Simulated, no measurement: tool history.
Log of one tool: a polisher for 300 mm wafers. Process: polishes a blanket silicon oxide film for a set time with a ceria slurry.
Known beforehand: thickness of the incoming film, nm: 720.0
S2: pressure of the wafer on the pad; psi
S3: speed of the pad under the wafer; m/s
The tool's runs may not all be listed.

Run 1, hour 0.0: flow of slurry (ml/min) 280, S2 3.4 psi, S3 0.94 m/s, polishing time (s) 81. Result: film removed (angstrom) 4369.7.
Run 2, hour 4.6: flow of slurry (ml/min) 280, S2 3.2 psi, S3 0.92 m/s, polishing time (s) 81. Result: film removed (angstrom) 4059.6.
Run 3, hour 8.5: flow of slurry (ml/min) 280, S2 3.0 psi, S3 0.90 m/s, polishing time (s) 81. Result: film removed (angstrom) 3748.6.
Run 4, hour 12.3: flow of slurry (ml/min) 280, S2 2.8 psi, S3 0.88 m/s, polishing time (s) 81. Result: film removed (angstrom) 3403.1.
Run 5, hour 13.7: flow of slurry (ml/min) 280, S2 2.6 psi, S3 0.88 m/s, polishing time (s) 81. Result: film removed (angstrom) 3276.9.
Run 6, hour 21.2: flow of slurry (ml/min) 280, S2 2.2 psi, S3 0.88 m/s, polishing time (s) 81. Result: film removed (angstrom) 2814.3.
Run 7, hour 23.5: flow of slurry (ml/min) 280, S2 2.1 psi, S3 0.88 m/s, polishing time (s) 81. Result: film removed (angstrom) 2745.4.
Run 8, hour 28.4: flow of slurry (ml/min) 280, S2 2.0 psi, S3 0.88 m/s, polishing time (s) 81. Result: film removed (angstrom) 2614.5.

Predict the results of run 9:
Run 9, hour 29.1: flow of slurry (ml/min) 280, S2 1.9 psi, S3 0.88 m/s, polishing time (s) 81. Result: film removed (angstrom) ?.

Run 9 came out at film removed (angstrom) 2517.3.
